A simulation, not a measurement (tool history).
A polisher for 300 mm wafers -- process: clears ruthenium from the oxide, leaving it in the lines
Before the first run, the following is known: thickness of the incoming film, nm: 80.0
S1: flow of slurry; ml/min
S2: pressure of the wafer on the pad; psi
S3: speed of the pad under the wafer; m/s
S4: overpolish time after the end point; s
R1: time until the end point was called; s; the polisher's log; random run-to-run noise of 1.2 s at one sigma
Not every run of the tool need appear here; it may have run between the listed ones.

| run | day | S1 | S2 | S3 | S4 | R1 |
|---|---|---|---|---|---|---|
| 1 | 0.000 | 315 | 1.9 | 0.76 | 15 | 93.615 |
| 2 | 0.217 | 315 | 1.9 | 0.76 | 16 | 95.898 |
| 3 | 0.354 | 315 | 2.2 | 0.76 | 16 | 85.370 |
| 4 | 0.696 | 360 | 2.2 | 0.76 | 16 | 81.669 |
| 5 | 1.021 | 360 | 1.7 | 0.76 | 16 | 98.927 |
| 6 | 1.362 | 360 | 1.7 | 0.76 | 16 | 102.010 |
| 7 | 1.629 | 350 | 1.6 | 0.76 | 16 | 106.160 |
| 8 | 1.696 | 335 | 1.5 | 0.76 | 16 | 109.650 |
| 9 | 1.833 | 330 | 1.4 | 0.76 | 16 | 117.720 |
|  | 2.067 | head pressure recalibrated |
| 10 | 2.067 | 315 | 1.4 | 0.76 | 16 | 108.620 |
| 11 | 2.438 | 330 | 1.3 | 0.76 | 16 | 113.400 |
| 12 | 2.467 | 330 | 1.2 | 0.76 | 16 | 118.640 |

Expected results for the next run?
| 13 | 2.533 | 330 | 0.9 | 0.76 | 16 | ? |

{"run 13": {"R1": 141.48}}
